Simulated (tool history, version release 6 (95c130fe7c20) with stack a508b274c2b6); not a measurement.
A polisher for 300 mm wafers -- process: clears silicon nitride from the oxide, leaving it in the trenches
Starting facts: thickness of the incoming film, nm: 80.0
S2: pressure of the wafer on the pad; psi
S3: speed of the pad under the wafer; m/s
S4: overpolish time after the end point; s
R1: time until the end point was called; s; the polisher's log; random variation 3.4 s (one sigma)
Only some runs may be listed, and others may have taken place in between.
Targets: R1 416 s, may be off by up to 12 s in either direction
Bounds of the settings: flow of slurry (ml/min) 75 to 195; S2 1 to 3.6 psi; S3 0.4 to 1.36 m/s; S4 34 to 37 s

Run 1, hour 0: flow of slurry (ml/min) 125, S2 2.3 psi, S3 0.88 m/s, S4 34 s. Result: R1 151.5 s.
Run 2, hour 2.8: flow of slurry (ml/min) 120, S2 2.1 psi, S3 0.82 m/s, S4 34 s. Result: R1 178.88 s.
Run 3, hour 5.1: flow of slurry (ml/min) 120, S2 2.1 psi, S3 0.98 m/s, S4 34 s. Result: R1 155.36 s.
Run 4, hour 8.5: flow of slurry (ml/min) 120, S2 2.1 psi, S3 0.98 m/s, S4 34 s. Result: R1 156.17 s.
Run 5, hour 15.5: flow of slurry (ml/min) 120, S2 2.1 psi, S3 0.98 m/s, S4 34 s. Result: R1 157.93 s.
Run 6, hour 18.1: flow of slurry (ml/min) 120, S2 2.6 psi, S3 0.98 m/s, S4 34 s. Result: R1 127.69 s.
Run 7, hour 22.7: flow of slurry (ml/min) 115, S2 2.3 psi, S3 0.9 m/s, S4 34 s. Result: R1 155.63 s.
Run 8, hour 30.7: flow of slurry (ml/min) 110, S2 2.1 psi, S3 0.84 m/s, S4 34 s. Result: R1 183.01 s.
Run 9, hour 37.2: flow of slurry (ml/min) 85, S2 1.5 psi, S3 0.6 m/s, S4 34 s. Result: R1 356.84 s.
Run 10, hour 37.9: flow of slurry (ml/min) 80, S2 1.4 psi, S3 0.6 m/s, S4 34 s. Result: R1 396.39 s.
At hour 45.5: slurry nozzle cleaned.
Run 11, hour 45.5: flow of slurry (ml/min) 75, S2 1.4 psi, S3 0.6 m/s, S4 34 s. Result: R1 370.63 s.
Run 12, hour 46.2: flow of slurry (ml/min) 75, S2 1.3 psi, S3 0.6 m/s, S4 34 s. Result: R1 404.72 s.
Run 13, hour 50.7: flow of slurry (ml/min) 75, S2 1.2 psi, S3 0.6 m/s, S4 34 s. Result: R1 435.42 s.

Consider the 5 candidate settings below. Which is the only one whose results all fall within their allowed miss of target?
Run A, hour 55.2: flow of slurry (ml/min) 80, S2 1.3 psi, S3 0.48 m/s, S4 37 s. Result: R1 ?.
Run B, hour 55.2: flow of slurry (ml/min) 75, S2 1.5 psi, S3 0.4 m/s, S4 36 s. Result: R1 ?.
Run C, hour 55.2: flow of slurry (ml/min) 75, S2 1.1 psi, S3 0.62 m/s, S4 34 s. Result: R1 ?.
Run D, hour 55.2: flow of slurry (ml/min) 90, S2 1.3 psi, S3 0.48 m/s, S4 37 s. Result: R1 ?.
Run E, hour 55.2: flow of slurry (ml/min) 75, S2 1.3 psi, S3 0.56 m/s, S4 35 s. Result: R1 ?.

move      R1
   A  454.08
   B  459.57
   C  453.05
   D  435.88
   E  417.13
A: further off than the last run
B: further off than the last run
C: further off than the last run
D: no nearer and no further than the last run
E: meets every target
E is the move that brings every result within its allowed miss.
